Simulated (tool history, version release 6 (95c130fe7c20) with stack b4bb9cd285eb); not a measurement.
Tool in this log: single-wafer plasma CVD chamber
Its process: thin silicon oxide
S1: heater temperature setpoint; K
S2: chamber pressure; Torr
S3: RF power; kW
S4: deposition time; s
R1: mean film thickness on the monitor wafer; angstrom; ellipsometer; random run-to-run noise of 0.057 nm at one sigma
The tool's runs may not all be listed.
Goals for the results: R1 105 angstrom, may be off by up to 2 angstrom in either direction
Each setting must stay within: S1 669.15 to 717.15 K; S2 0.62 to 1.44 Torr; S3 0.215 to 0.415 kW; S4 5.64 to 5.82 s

| run | hour | S1 | S2 | S3 | S4 | R1 |
|---|---|---|---|---|---|---|
| 1 | 0 | 693.15 | 1.03 | 0.315 | 5.64 | 121.92 |
| 2 | 3.8 | 693.15 | 0.96 | 0.315 | 5.64 | 114.97 |
| 3 | 12.7 | 693.15 | 0.79 | 0.315 | 5.64 | 93.786 |
| 4 | 18 | 684.15 | 0.79 | 0.315 | 5.64 | 94.582 |
| 5 | 24.8 | 684.15 | 0.79 | 0.315 | 5.64 | 94.876 |
| 6 | 29.2 | 679.15 | 0.79 | 0.315 | 5.64 | 94.28 |
| 7 | 36.9 | 679.15 | 0.97 | 0.32 | 5.64 | 118.53 |
| 8 | 43.2 | 680.15 | 0.94 | 0.32 | 5.64 | 114.28 |
| 9 | 48 | 680.15 | 0.92 | 0.32 | 5.64 | 112.06 |
| 10 | 51.6 | 681.15 | 0.9 | 0.32 | 5.64 | 110.05 |
| 11 | 58 | 682.15 | 0.89 | 0.32 | 5.64 | 108.43 |
| 12 | 61.7 | 682.15 | 0.88 | 0.32 | 5.64 | 108.49 |

Pick the move, out of 4, that brings all results within their allowed miss; only one does.
| A | 65.4 | 679.15 | 0.96 | 0.28 | 5.67 | ? |
| B | 65.4 | 674.15 | 0.86 | 0.315 | 5.64 | ? |
| C | 65.4 | 685.15 | 0.86 | 0.325 | 5.81 | ? |
| D | 65.4 | 677.15 | 0.88 | 0.32 | 5.8 | ? |

| move | R1 |
|---|---|
| A | 111.09 |
| B | 105.15 |
| C | 108.99 |
| D | 111.24 |
A: moves away from the targets compared with the last run
B: every result within its allowed miss
C: moves away from the targets compared with the last run
D: moves away from the targets compared with the last run
Correct choice: B, which meets every target

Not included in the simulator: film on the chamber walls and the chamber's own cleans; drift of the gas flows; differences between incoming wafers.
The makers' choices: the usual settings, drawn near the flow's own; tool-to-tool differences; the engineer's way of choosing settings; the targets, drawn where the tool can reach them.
